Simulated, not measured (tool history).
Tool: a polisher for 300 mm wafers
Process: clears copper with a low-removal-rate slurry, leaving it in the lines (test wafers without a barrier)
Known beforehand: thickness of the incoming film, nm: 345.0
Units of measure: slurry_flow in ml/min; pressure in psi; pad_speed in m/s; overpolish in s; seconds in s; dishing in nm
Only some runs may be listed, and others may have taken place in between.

run	hour	slurry_flow	pressure	pad_speed	slurry_solids	overpolish	seconds	dishing
1	0	315	2.3	1.24	1	9	97.315	23.229
2	0.8	315	2.2	1.24	1	10	103.36	24.452
3	5.9	315	2.2	1.24	1.15	10	99.977	24.534
4	7.8	310	2.1	1.24	1.15	11	105.3	25.877
5	15.7	310	2.1	1.4	1.15	11	96.232	28.588
6	21.7	310	2.1	1.4	1.35	11	91.221	29.424

Run 7 is up next; what results do you expect?
# hour 29.2: slurry blender recalibrated
7	29.2	310	2	1.4	1.35	11	?	?

seconds: 96.034 s
dishing: 28.745 nm
